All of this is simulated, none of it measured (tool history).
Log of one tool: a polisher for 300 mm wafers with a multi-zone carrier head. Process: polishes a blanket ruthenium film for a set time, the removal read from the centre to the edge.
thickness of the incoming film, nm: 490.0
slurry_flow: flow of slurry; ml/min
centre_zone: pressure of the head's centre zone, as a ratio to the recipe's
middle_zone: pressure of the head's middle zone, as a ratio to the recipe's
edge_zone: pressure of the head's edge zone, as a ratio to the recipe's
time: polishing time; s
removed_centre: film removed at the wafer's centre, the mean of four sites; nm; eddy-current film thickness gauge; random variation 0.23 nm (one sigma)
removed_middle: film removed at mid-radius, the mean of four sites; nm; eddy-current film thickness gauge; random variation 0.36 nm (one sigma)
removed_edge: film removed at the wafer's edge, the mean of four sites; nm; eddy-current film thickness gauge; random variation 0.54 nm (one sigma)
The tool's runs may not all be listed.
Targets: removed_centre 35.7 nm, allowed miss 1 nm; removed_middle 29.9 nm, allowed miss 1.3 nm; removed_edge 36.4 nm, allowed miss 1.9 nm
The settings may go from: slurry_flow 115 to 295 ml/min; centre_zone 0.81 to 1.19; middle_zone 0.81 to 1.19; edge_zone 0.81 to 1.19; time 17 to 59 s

run 1 day=0 | slurry_flow=190 centre_zone=1 middle_zone=1 edge_zone=1 time=38 | removed_centre=31.629 removed_middle=30.559 removed_edge=34.05
run 2 day=0.138 | slurry_flow=190 centre_zone=1 middle_zone=1 edge_zone=1 time=47 | removed_centre=38.631 removed_middle=37.909 removed_edge=40.877
run 3 day=0.312 | slurry_flow=150 centre_zone=1 middle_zone=1 edge_zone=1 time=47 | removed_centre=37.003 removed_middle=35.97 removed_edge=39.323
run 4 day=0.45 | slurry_flow=145 centre_zone=1 middle_zone=0.98 edge_zone=1 time=47 | removed_centre=36.836 removed_middle=34.833 removed_edge=40.005
run 5 day=0.517 | slurry_flow=145 centre_zone=1.01 middle_zone=0.97 edge_zone=0.99 time=47 | removed_centre=37.85 removed_middle=34.331 removed_edge=39.475
run 6 day=0.658 | slurry_flow=140 centre_zone=1.01 middle_zone=0.96 edge_zone=0.98 time=47 | removed_centre=37.012 removed_middle=35.141 removed_edge=40.697
run 7 day=1.004 | slurry_flow=140 centre_zone=1.02 middle_zone=0.96 edge_zone=1 time=46 | removed_centre=36.579 removed_middle=34.121 removed_edge=38.65
run 8 day=1.075 | slurry_flow=140 centre_zone=1.03 middle_zone=0.95 edge_zone=1 time=46 | removed_centre=36.985 removed_middle=33.291 removed_edge=39.424
run 9 day=1.196 | slurry_flow=140 centre_zone=1.04 middle_zone=0.95 edge_zone=1 time=46 | removed_centre=36.914 removed_middle=33.075 removed_edge=37.761
run 10 day=1.275 | slurry_flow=140 centre_zone=1.04 middle_zone=0.94 edge_zone=1 time=46 | removed_centre=37.733 removed_middle=33.951 removed_edge=38.794
run 11 day=1.379 | slurry_flow=135 centre_zone=1.04 middle_zone=0.93 edge_zone=1 time=46 | removed_centre=36.986 removed_middle=31.875 removed_edge=39.529
run 12 day=1.521 | slurry_flow=130 centre_zone=1.06 middle_zone=0.93 edge_zone=1 time=45 | removed_centre=36.537 removed_middle=31.391 removed_edge=36.454
run 13 day=1.612 | slurry_flow=130 centre_zone=1.06 middle_zone=0.93 edge_zone=1 time=45 | removed_centre=36.314 removed_middle=31.507 removed_edge=37.156

Which of these 4 next moves meets every target?
run A day=1.704 | slurry_flow=130 centre_zone=1.07 middle_zone=0.98 edge_zone=0.95 time=45 | removed_centre=? removed_middle=? removed_edge=?
run B day=1.704 | slurry_flow=180 centre_zone=0.98 middle_zone=0.93 edge_zone=1.03 time=44 | removed_centre=? removed_middle=? removed_edge=?
run C day=1.704 | slurry_flow=125 centre_zone=1 middle_zone=0.96 edge_zone=1.03 time=48 | removed_centre=? removed_middle=? removed_edge=?
run D day=1.704 | slurry_flow=120 centre_zone=1.07 middle_zone=0.9 edge_zone=0.98 time=45 | removed_centre=? removed_middle=? removed_edge=?

move=A removed_centre=36.889 removed_middle=32.27 removed_edge=36.38
move=B removed_centre=35.721 removed_middle=32.405 removed_edge=38.866
move=C removed_centre=36.314 removed_middle=33.486 removed_edge=40.014
move=D removed_centre=35.956 removed_middle=29.399 removed_edge=36.384
A: further off than the last run
B: further off than the last run
C: further off than the last run
D: meets every target
Answer: D
